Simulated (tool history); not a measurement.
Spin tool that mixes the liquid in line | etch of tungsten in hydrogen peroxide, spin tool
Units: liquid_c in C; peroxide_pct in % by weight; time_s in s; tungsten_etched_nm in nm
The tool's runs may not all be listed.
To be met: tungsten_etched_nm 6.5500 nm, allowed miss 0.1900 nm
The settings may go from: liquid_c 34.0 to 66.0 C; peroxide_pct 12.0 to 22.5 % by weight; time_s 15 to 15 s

run  hour  liquid_c  peroxide_pct  time_s  tungsten_etched_nm
  1   0.0      50.0          15.5      15             15.2500
  2   4.1      47.0          15.5      15             12.7570
  3   5.8      45.0          15.5      15             11.2740
  4  12.8      45.0          12.5      15             10.2360
  5  20.0      45.0          12.5      15             10.0280
  6  28.7      43.5          12.5      15              9.2641
  7  30.3      42.5          12.5      15              8.5059
  8  33.0      41.5          12.5      15              8.0959
  9  35.0      41.0          12.5      15              7.8244
 10  41.6      40.5          12.5      15              7.5433
 11  49.1      40.0          12.5      15              7.2391

Which of these 5 next moves meets every target?
  A  56.6      37.5          12.0      15                   ?
  B  56.6      42.0          12.5      15                   ?
  C  56.6      38.5          12.0      15                   ?
  D  56.6      39.5          12.5      15                   ?
  E  56.6      40.5          12.0      15                   ?

move  tungsten_etched_nm
   A              6.0700
   B              8.3073
   C              6.4836
   D              7.0653
   E              7.3881
A: takes the result that was furthest off past its target
B: further off than the last run
C: meets every target
D: nearer than the last run, and not there yet
E: further off than the last run
The right move is C.

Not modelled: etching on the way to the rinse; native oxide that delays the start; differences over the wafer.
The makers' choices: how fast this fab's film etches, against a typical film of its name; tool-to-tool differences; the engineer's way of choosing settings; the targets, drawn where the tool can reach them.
